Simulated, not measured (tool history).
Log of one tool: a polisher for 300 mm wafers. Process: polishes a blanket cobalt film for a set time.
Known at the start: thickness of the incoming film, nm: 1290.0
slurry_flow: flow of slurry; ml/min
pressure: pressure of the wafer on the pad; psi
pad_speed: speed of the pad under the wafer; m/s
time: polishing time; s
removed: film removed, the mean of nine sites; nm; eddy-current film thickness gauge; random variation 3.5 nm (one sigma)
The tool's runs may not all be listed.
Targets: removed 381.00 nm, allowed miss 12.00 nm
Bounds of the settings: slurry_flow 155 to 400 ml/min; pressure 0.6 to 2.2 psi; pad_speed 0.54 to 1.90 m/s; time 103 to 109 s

run,hour,slurry_flow,pressure,pad_speed,time,removed
1,0.0,255,1.4,1.22,103,475.53
2,2.7,255,1.3,1.22,103,444.39
3,5.3,250,1.2,1.22,103,406.76
4,10.0,245,1.2,1.22,103,410.37
5,11.6,245,1.2,1.48,103,475.87
6,19.6,240,1.0,1.48,103,398.68
7,24.4,235,1.0,1.48,103,401.56
8,30.7,230,1.0,1.48,103,399.48
9,38.8,220,1.0,1.48,103,393.50
10,42.1,215,1.0,1.48,103,394.15
11,50.4,215,0.9,1.48,103,357.20
12,53.7,225,1.0,1.48,103,392.68
13,58.3,225,1.0,1.48,103,395.79
14,64.7,220,1.0,1.48,103,394.27
15,65.8,215,1.0,1.48,103,396.02

Which of these 4 next moves meets every target?
A,66.9,240,1.0,1.42,109,?
B,66.9,295,1.0,1.62,103,?
C,66.9,200,0.9,1.58,106,?
D,66.9,210,1.0,1.58,104,?

move,removed
A,408.15
B,436.74
C,386.11
D,420.68
A: further off than the last run
B: further off than the last run
C: meets every target
D: further off than the last run
Move C is the one to make.
